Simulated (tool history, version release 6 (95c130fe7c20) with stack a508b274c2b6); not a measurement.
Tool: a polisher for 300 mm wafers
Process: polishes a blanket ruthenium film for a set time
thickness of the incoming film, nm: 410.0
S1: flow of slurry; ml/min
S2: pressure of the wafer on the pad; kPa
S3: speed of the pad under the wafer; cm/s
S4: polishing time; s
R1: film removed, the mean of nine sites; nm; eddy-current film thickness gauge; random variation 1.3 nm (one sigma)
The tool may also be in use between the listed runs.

run,hour,S1,S2,S3,S4,R1
1,0,135,13.1,106,116,141.04
2,4.4,135,13.1,124,116,167.39
3,11.3,135,13.1,124,122,173
4,13.8,135,13.1,136,122,194.18
5,16.9,135,13.1,136,116,175.29
6,19.3,145,13.1,136,116,183.07
7,26,140,11,132,116,148.54
8,28.1,135,9.7,130,116,126.24
9,32.7,130,9,130,116,116.75

Run 10 comes next. What will it give?
10,35.1,125,8.3,130,116,?

{"run 10": {"R1": 108.22}}
